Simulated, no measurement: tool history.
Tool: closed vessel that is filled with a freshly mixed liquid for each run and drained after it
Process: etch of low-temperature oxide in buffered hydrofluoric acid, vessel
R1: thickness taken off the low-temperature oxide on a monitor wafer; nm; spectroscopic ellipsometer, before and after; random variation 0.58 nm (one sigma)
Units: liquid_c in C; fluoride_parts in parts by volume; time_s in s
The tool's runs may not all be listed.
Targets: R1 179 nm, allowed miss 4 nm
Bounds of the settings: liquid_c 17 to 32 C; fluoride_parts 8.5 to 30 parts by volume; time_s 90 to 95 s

run 1 hour=0 | liquid_c=24 fluoride_parts=23.5 time_s=90 | R1=137.97
run 2 hour=6.3 | liquid_c=25 fluoride_parts=23.5 time_s=90 | R1=146.04
run 3 hour=14 | liquid_c=26 fluoride_parts=23.5 time_s=90 | R1=153.69
run 4 hour=22 | liquid_c=26 fluoride_parts=23.5 time_s=90 | R1=154.08
run 5 hour=30.1 | liquid_c=26.5 fluoride_parts=23.5 time_s=90 | R1=157.85
run 6 hour=39.2 | liquid_c=24 fluoride_parts=23.5 time_s=90 | R1=137.3
run 7 hour=47.8 | liquid_c=25 fluoride_parts=23.5 time_s=90 | R1=145.92
run 8 hour=53.5 | liquid_c=26 fluoride_parts=23.5 time_s=90 | R1=154.48

Which of these 5 next moves meets every target?
run A hour=59.2 | liquid_c=25.5 fluoride_parts=21 time_s=95 | R1=?
run B hour=59.2 | liquid_c=26.5 fluoride_parts=21 time_s=90 | R1=?
run C hour=59.2 | liquid_c=29 fluoride_parts=24 time_s=90 | R1=?
run D hour=59.2 | liquid_c=26.5 fluoride_parts=23.5 time_s=95 | R1=?
run E hour=59.2 | liquid_c=27.5 fluoride_parts=21.5 time_s=95 | R1=?

move=A R1=171.83
move=B R1=171.83
move=C R1=179.28
move=D R1=167.9
move=E R1=188.33
A: nearer than the last run, and not there yet
B: nearer than the last run, and not there yet
C: meets every target
D: nearer than the last run, and not there yet
E: takes the result that was furthest off past its target
Move C is the one to make.
